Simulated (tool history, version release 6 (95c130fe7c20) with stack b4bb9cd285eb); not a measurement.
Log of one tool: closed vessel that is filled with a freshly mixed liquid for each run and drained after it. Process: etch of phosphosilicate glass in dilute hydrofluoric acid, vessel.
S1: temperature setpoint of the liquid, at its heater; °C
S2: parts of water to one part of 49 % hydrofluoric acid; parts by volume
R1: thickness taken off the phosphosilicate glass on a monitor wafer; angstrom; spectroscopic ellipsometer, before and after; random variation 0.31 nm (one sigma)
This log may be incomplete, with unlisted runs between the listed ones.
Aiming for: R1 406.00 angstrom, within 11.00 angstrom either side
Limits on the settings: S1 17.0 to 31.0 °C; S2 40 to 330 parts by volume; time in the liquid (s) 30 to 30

{"run": 1, "hour": 0.0, "S1": 23.0, "S2": 185, "time in the liquid (s)": 30, "R1": 207.01}
{"run": 2, "hour": 2.4, "S1": 23.0, "S2": 160, "time in the liquid (s)": 30, "R1": 249.69}
{"run": 3, "hour": 7.6, "S1": 23.0, "S2": 185, "time in the liquid (s)": 30, "R1": 207.15}
{"run": 4, "hour": 10.0, "S1": 23.0, "S2": 185, "time in the liquid (s)": 30, "R1": 207.8}
{"run": 5, "hour": 16.1, "S1": 23.0, "S2": 185, "time in the liquid (s)": 30, "R1": 207.0}
{"run": 6, "hour": 21.2, "S1": 25.5, "S2": 185, "time in the liquid (s)": 30, "R1": 226.73}
{"run": 7, "hour": 28.5, "S1": 25.5, "S2": 185, "time in the liquid (s)": 30, "R1": 228.39}
{"run": 8, "hour": 29.6, "S1": 26.5, "S2": 175, "time in the liquid (s)": 30, "R1": 255.58}
{"run": 9, "hour": 31.7, "S1": 27.0, "S2": 170, "time in the liquid (s)": 30, "R1": 263.51}
{"run": 10, "hour": 33.1, "S1": 27.5, "S2": 165, "time in the liquid (s)": 30, "R1": 283.91}
{"run": 11, "hour": 37.9, "S1": 31.0, "S2": 130, "time in the liquid (s)": 30, "R1": 422.05}

Which single option among these 5 for the next run brings every result within its allowed miss of target? Just one does.
{"run": "A", "hour": 42.7, "S1": 29.5, "S2": 125, "time in the liquid (s)": 30, "R1": "?"}
{"run": "B", "hour": 42.7, "S1": 26.5, "S2": 110, "time in the liquid (s)": 30, "R1": "?"}
{"run": "C", "hour": 42.7, "S1": 29.5, "S2": 120, "time in the liquid (s)": 30, "R1": "?"}
{"run": "D", "hour": 42.7, "S1": 31.0, "S2": 125, "time in the liquid (s)": 30, "R1": "?"}
{"run": "E", "hour": 42.7, "S1": 28.5, "S2": 125, "time in the liquid (s)": 30, "R1": "?"}

move=A R1=425.97
move=B R1=440.96
move=C R1=446.72
move=D R1=450.02
move=E R1=410.48
A: misses by more than the last run did
B: misses by more than the last run did
C: misses by more than the last run did
D: misses by more than the last run did
E: hits every target within its allowed miss
E is the move that brings every result within its allowed miss.

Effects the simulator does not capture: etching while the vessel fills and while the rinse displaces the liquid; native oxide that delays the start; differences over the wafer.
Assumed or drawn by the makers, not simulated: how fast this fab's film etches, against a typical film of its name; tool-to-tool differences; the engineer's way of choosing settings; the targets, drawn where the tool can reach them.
